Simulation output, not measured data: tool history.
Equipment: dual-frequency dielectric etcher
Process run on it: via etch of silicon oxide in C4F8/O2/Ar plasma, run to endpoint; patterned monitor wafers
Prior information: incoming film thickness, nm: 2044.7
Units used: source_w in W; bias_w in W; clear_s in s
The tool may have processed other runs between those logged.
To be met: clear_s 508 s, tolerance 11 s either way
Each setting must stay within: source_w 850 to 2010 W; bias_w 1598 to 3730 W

Run 1, hour 0: source_w 1430 W, bias_w 2664 W. Result: clear_s 435.23 s.
Run 2, hour 1.6: source_w 1330 W, bias_w 2617 W. Result: clear_s 452.73 s.
Run 3, hour 7.9: source_w 1330 W, bias_w 2811 W. Result: clear_s 437.76 s.
Run 4, hour 14.4: source_w 1490 W, bias_w 2811 W. Result: clear_s 418.71 s.
Run 5, hour 22.9: source_w 1380 W, bias_w 2762 W. Result: clear_s 436.59 s.
Run 6, hour 23.6: source_w 1170 W, bias_w 2762 W. Result: clear_s 469.3 s.
Run 7, hour 25.7: source_w 1130 W, bias_w 2747 W. Result: clear_s 481.4 s.
Run 8, hour 30.6: source_w 1100 W, bias_w 2739 W. Result: clear_s 482.58 s.
Run 9, hour 35.7: source_w 1100 W, bias_w 2739 W. Result: clear_s 484.79 s.
Run 10, hour 36.8: source_w 1080 W, bias_w 2731 W. Result: clear_s 489.73 s.
Run 11, hour 41.8: source_w 1060 W, bias_w 2725 W. Result: clear_s 493.26 s.

Which of these 5 next moves meets every target?
Run A, hour 46.8: source_w 910 W, bias_w 2568 W. Result: clear_s ?.
Run B, hour 46.8: source_w 1160 W, bias_w 2267 W. Result: clear_s ?.
Run C, hour 46.8: source_w 1050 W, bias_w 2341 W. Result: clear_s ?.
Run D, hour 46.8: source_w 870 W, bias_w 2818 W. Result: clear_s ?.
Run E, hour 46.8: source_w 990 W, bias_w 2448 W. Result: clear_s ?.

move  clear_s
   A   546.05
   B   512.83
   C   530.25
   D   536.42
   E   535.07
A: carries the result that was furthest off beyond its target, to the other side
B: all results land within tolerance of their targets
C: carries the result that was furthest off beyond its target, to the other side
D: carries the result that was furthest off beyond its target, to the other side
E: carries the result that was furthest off beyond its target, to the other side
Go with B: it meets all targets.
